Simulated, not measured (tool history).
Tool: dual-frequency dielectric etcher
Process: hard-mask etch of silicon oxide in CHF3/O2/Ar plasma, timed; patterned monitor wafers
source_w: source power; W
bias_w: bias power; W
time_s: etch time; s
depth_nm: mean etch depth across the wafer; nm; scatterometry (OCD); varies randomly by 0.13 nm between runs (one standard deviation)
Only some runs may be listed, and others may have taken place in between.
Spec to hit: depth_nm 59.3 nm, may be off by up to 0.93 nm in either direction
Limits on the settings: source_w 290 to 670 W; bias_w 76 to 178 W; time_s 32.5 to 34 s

run 1 day=0 | source_w=480 bias_w=127 time_s=32.5 | depth_nm=52.083
run 2 day=0.133 | source_w=480 bias_w=105 time_s=32.5 | depth_nm=50.075
run 3 day=0.167 | source_w=480 bias_w=96 time_s=32.5 | depth_nm=49.004
run 4 day=0.542 | source_w=520 bias_w=101 time_s=32.5 | depth_nm=50.644
run 5 day=0.762 | source_w=550 bias_w=109 time_s=32.5 | depth_nm=52.097
run 6 day=0.817 | source_w=550 bias_w=109 time_s=32.5 | depth_nm=52.367
run 7 day=1.038 | source_w=570 bias_w=115 time_s=32.5 | depth_nm=53.254
run 8 day=1.171 | source_w=590 bias_w=122 time_s=32.5 | depth_nm=54.682
run 9 day=1.338 | source_w=600 bias_w=127 time_s=32.5 | depth_nm=55.535
run 10 day=1.425 | source_w=610 bias_w=130 time_s=32.5 | depth_nm=55.832
run 11 day=1.542 | source_w=620 bias_w=134 time_s=32.5 | depth_nm=56.541
run 12 day=1.6 | source_w=630 bias_w=137 time_s=32.5 | depth_nm=56.987
run 13 day=1.633 | source_w=630 bias_w=137 time_s=32.5 | depth_nm=57.24

5 candidate next runs follow, results not yet known. Just one meets every target within its allowed miss. Identify it.
run A day=1.667 | source_w=660 bias_w=139 time_s=33 | depth_nm=?
run B day=1.667 | source_w=590 bias_w=136 time_s=33.5 | depth_nm=?
run C day=1.667 | source_w=670 bias_w=108 time_s=33.5 | depth_nm=?
run D day=1.667 | source_w=570 bias_w=116 time_s=33 | depth_nm=?
run E day=1.667 | source_w=670 bias_w=111 time_s=32.5 | depth_nm=?

move=A depth_nm=58.918
move=B depth_nm=57.58
move=C depth_nm=57.049
move=D depth_nm=54.309
move=E depth_nm=55.641
A: every result lands within tolerance
B: an improvement on the last run, though not all results are within tolerance
C: the biggest miss grows against the last run
D: the biggest miss grows against the last run
E: the biggest miss grows against the last run
The move that meets every target is A.

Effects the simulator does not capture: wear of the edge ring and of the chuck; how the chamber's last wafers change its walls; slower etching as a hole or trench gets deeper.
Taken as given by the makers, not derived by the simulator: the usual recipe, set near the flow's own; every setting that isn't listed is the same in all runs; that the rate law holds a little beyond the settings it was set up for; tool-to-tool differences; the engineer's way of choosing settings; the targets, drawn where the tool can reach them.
